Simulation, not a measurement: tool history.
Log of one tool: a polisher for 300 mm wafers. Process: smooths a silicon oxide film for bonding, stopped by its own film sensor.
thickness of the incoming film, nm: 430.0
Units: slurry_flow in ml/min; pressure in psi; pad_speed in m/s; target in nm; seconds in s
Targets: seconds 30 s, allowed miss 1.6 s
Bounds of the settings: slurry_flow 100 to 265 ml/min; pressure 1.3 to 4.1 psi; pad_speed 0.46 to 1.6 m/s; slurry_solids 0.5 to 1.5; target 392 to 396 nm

run    day  slurry_flow  pressure  pad_speed  slurry_solids  target  seconds
  1      0          170       2.7       1.02              1     392   47.486
  2  0.029          170       2.9       1.04              1     392   44.972
  3  0.379          150       2.9       1.04              1     392   45.956
  4  0.462          180       2.9       1.04              1     392   44.452
  5  0.721          180       3.1       1.06              1     392   40.693
  6  0.858          155       3.1       1.06              1     392    43.47
  7  1.167          165       3.3       1.08              1     392   38.671
  8  1.446          170       3.4       1.08              1     392   37.342
  9  1.738          175       3.5       1.08              1     392   36.072
 10  1.971          175       3.5       1.08              1     392   35.998
 11  2.225          180       3.6       1.08              1     392   35.072

5 next moves are on the table. One of them brings every result within its allowed miss. Which?
  A  2.479          185       3.7       1.28            0.9     396        ?
  B  2.479          205       3.9       1.12            1.1     396        ?
  C  2.479          145       3.7       1.14           0.95     392        ?
  D  2.479          100       4.1       1.14           0.85     396        ?
  E  2.479          145       3.2       0.96              1     392        ?

move  seconds
   A   26.707
   B   26.108
   C   33.109
   D   29.378
   E   42.832
A: takes the result that was furthest off past its target
B: takes the result that was furthest off past its target
C: nearer than the last run, and not there yet
D: meets every target
E: further off than the last run
Move D is the one to make.

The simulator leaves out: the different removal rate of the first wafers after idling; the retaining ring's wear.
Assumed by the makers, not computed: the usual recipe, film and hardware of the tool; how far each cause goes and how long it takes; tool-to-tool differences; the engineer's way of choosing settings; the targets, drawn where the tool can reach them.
